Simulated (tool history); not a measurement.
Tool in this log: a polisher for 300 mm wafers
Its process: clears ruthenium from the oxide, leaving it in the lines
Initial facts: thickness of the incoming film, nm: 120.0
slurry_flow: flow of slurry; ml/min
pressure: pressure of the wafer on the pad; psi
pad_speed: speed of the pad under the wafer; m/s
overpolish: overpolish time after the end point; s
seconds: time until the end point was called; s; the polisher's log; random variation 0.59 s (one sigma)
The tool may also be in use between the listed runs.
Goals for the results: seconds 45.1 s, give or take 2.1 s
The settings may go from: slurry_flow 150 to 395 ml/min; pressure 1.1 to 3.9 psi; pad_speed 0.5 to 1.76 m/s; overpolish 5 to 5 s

run 1 day=0 | slurry_flow=250 pressure=2.5 pad_speed=1.12 overpolish=5 | seconds=84.65
run 2 day=0.108 | slurry_flow=250 pressure=2.5 pad_speed=1.12 overpolish=5 | seconds=83.244
run 3 day=0.212 | slurry_flow=250 pressure=2.5 pad_speed=1.12 overpolish=5 | seconds=80.5
run 4 day=0.258 | slurry_flow=250 pressure=2.8 pad_speed=1.12 overpolish=5 | seconds=74.053
run 5 day=0.538 | slurry_flow=250 pressure=2.8 pad_speed=1.12 overpolish=5 | seconds=73.696
run 6 day=0.654 | slurry_flow=250 pressure=3 pad_speed=1.14 overpolish=5 | seconds=68.406
run 7 day=0.804 | slurry_flow=250 pressure=3.2 pad_speed=1.16 overpolish=5 | seconds=61.83
run 8 day=1.117 | slurry_flow=250 pressure=3.3 pad_speed=1.18 overpolish=5 | seconds=58.669
run 9 day=1.417 | slurry_flow=250 pressure=3.4 pad_speed=1.2 overpolish=5 | seconds=55.544
run 10 day=1.496 | slurry_flow=250 pressure=3.9 pad_speed=1.22 overpolish=5 | seconds=48.141
run 11 day=1.733 | slurry_flow=250 pressure=3.9 pad_speed=1.24 overpolish=5 | seconds=47.942
run 12 day=1.875 | slurry_flow=250 pressure=3.9 pad_speed=1.26 overpolish=5 | seconds=47.785

Which of these 5 next moves meets every target?
run A day=2.017 | slurry_flow=265 pressure=3.9 pad_speed=1.3 overpolish=5 | seconds=?
run B day=2.017 | slurry_flow=265 pressure=3.9 pad_speed=1.48 overpolish=5 | seconds=?
run C day=2.017 | slurry_flow=245 pressure=3.8 pad_speed=1.2 overpolish=5 | seconds=?
run D day=2.017 | slurry_flow=310 pressure=3.8 pad_speed=1.16 overpolish=5 | seconds=?
run E day=2.017 | slurry_flow=240 pressure=3.6 pad_speed=1.64 overpolish=5 | seconds=?

move=A seconds=45.351
move=B seconds=39.961
move=C seconds=50.746
move=D seconds=51.154
move=E seconds=39.547
A: each result inside its tolerance
B: takes the result that was furthest off past its target
C: further off than the last run
D: further off than the last run
E: takes the result that was furthest off past its target
Answer: A
